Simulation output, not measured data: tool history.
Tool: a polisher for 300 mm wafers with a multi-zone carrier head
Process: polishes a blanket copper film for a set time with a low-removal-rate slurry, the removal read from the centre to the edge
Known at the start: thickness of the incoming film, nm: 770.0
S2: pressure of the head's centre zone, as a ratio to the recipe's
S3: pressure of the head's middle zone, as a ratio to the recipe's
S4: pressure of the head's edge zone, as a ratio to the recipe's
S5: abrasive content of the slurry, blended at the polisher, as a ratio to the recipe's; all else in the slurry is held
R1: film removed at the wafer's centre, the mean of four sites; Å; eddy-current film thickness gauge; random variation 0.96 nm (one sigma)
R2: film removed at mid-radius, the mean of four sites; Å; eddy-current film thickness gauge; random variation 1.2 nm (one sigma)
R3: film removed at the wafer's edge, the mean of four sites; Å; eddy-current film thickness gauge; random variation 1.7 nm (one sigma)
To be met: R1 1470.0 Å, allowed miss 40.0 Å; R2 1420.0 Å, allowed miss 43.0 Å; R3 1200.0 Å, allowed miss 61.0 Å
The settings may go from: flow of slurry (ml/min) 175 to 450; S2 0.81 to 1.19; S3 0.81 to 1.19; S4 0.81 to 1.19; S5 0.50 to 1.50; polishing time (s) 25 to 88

Run 1, day 0.000: flow of slurry (ml/min) 290, S2 1.00, S3 1.00, S4 1.00, S5 1.00, polishing time (s) 56. Result: R1 1225.6 Å, R2 1215.4 Å, R3 1275.9 Å.
Run 2, day 0.208: flow of slurry (ml/min) 355, S2 1.00, S3 1.00, S4 1.00, S5 1.00, polishing time (s) 56. Result: R1 1252.6 Å, R2 1218.5 Å, R3 1270.2 Å.
Run 3, day 0.250: flow of slurry (ml/min) 355, S2 1.00, S3 1.00, S4 1.00, S5 1.00, polishing time (s) 46. Result: R1 1029.8 Å, R2 1021.3 Å, R3 1007.8 Å.
Run 4, day 0.538: flow of slurry (ml/min) 360, S2 1.04, S3 1.05, S4 0.99, S5 1.15, polishing time (s) 47. Result: R1 1143.1 Å, R2 1113.9 Å, R3 1075.0 Å.
Run 5, day 0.742: flow of slurry (ml/min) 370, S2 1.06, S3 1.09, S4 0.97, S5 1.25, polishing time (s) 48. Result: R1 1219.8 Å, R2 1208.8 Å, R3 1092.8 Å.
Run 6, day 1.021: flow of slurry (ml/min) 370, S2 1.06, S3 1.09, S4 0.92, S5 1.25, polishing time (s) 48. Result: R1 1224.0 Å, R2 1211.5 Å, R3 1089.1 Å.
Run 7, day 1.217: flow of slurry (ml/min) 365, S2 1.08, S3 1.11, S4 0.92, S5 1.30, polishing time (s) 49. Result: R1 1273.4 Å, R2 1271.6 Å, R3 1140.6 Å.
Run 8, day 1.317: flow of slurry (ml/min) 370, S2 1.11, S3 1.13, S4 0.91, S5 1.35, polishing time (s) 49. Result: R1 1323.8 Å, R2 1302.7 Å, R3 1117.4 Å.
Run 9, day 1.475: flow of slurry (ml/min) 365, S2 1.12, S3 1.14, S4 0.91, S5 1.40, polishing time (s) 50. Result: R1 1383.2 Å, R2 1360.1 Å, R3 1162.8 Å.
Run 10, day 1.696: flow of slurry (ml/min) 365, S2 1.13, S3 1.14, S4 0.91, S5 1.45, polishing time (s) 50. Result: R1 1403.6 Å, R2 1366.3 Å, R3 1178.9 Å.
Run 11, day 1.771: flow of slurry (ml/min) 370, S2 1.14, S3 1.15, S4 0.91, S5 1.45, polishing time (s) 50. Result: R1 1420.4 Å, R2 1369.9 Å, R3 1166.5 Å.

5 next moves are on the table. One of them brings every result within its allowed miss. Which?
Run A, day 1.846: flow of slurry (ml/min) 360, S2 1.10, S3 1.07, S4 0.91, S5 1.50, polishing time (s) 49. Result: R1 ?, R2 ?, R3 ?.
Run B, day 1.846: flow of slurry (ml/min) 330, S2 1.15, S3 1.16, S4 0.90, S5 1.45, polishing time (s) 52. Result: R1 ?, R2 ?, R3 ?.
Run C, day 1.846: flow of slurry (ml/min) 375, S2 1.03, S3 1.09, S4 0.86, S5 1.30, polishing time (s) 56. Result: R1 ?, R2 ?, R3 ?.
Run D, day 1.846: flow of slurry (ml/min) 340, S2 1.02, S3 1.15, S4 0.94, S5 1.45, polishing time (s) 51. Result: R1 ?, R2 ?, R3 ?.
Run E, day 1.846: flow of slurry (ml/min) 180, S2 1.09, S3 1.11, S4 0.90, S5 1.50, polishing time (s) 53. Result: R1 ?, R2 ?, R3 ?.

move      R1      R2      R3
   A  1355.1  1274.8  1171.1
   B  1478.3  1425.2  1216.7
   C  1400.0  1429.7  1259.3
   D  1288.8  1392.1  1219.5
   E  1311.0  1297.4  1175.7
A: further off than the last run
B: meets every target
C: further off than the last run
D: further off than the last run
E: further off than the last run
The right move is B.
